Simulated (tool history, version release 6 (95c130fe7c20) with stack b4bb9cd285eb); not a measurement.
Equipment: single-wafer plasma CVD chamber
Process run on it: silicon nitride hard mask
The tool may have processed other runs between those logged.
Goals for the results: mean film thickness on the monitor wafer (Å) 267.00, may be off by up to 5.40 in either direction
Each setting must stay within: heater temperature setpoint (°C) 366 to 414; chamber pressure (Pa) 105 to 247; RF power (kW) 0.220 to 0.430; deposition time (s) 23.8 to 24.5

run	hour	heater temperature setpoint (°C)	chamber pressure (Pa)	RF power (kW)	deposition time (s)	mean film thickness on the monitor wafer (Å)
1	0.0	390	176	0.325	23.8	293.93
2	7.1	390	204	0.325	23.8	304.48
3	15.3	390	204	0.325	24.5	312.60
4	17.2	390	204	0.325	24.5	314.07
5	18.5	390	225	0.325	24.5	319.07
6	20.8	390	212	0.305	24.4	300.51
# hour 27.0: thermocouple changed; heater temperature recalibrated
7	27.0	390	196	0.295	24.4	287.87
8	29.7	390	185	0.290	24.4	281.50

5 candidate next runs follow, results not yet known. Just one meets every target within its allowed miss. Identify it.
A	32.4	384	157	0.280	23.8	?
B	32.4	395	195	0.265	23.8	?
C	32.4	393	169	0.270	23.8	?
D	32.4	384	204	0.255	23.9	?
E	32.4	392	205	0.260	24.5	?

move	mean film thickness on the monitor wafer (Å)
A	260.18
B	259.96
C	256.14
D	257.50
E	267.20
A: pushes the last run's worst result past its target
B: pushes the last run's worst result past its target
C: pushes the last run's worst result past its target
D: pushes the last run's worst result past its target
E: all results land within tolerance of their targets
So the answer is move E, the one that meets all the targets.

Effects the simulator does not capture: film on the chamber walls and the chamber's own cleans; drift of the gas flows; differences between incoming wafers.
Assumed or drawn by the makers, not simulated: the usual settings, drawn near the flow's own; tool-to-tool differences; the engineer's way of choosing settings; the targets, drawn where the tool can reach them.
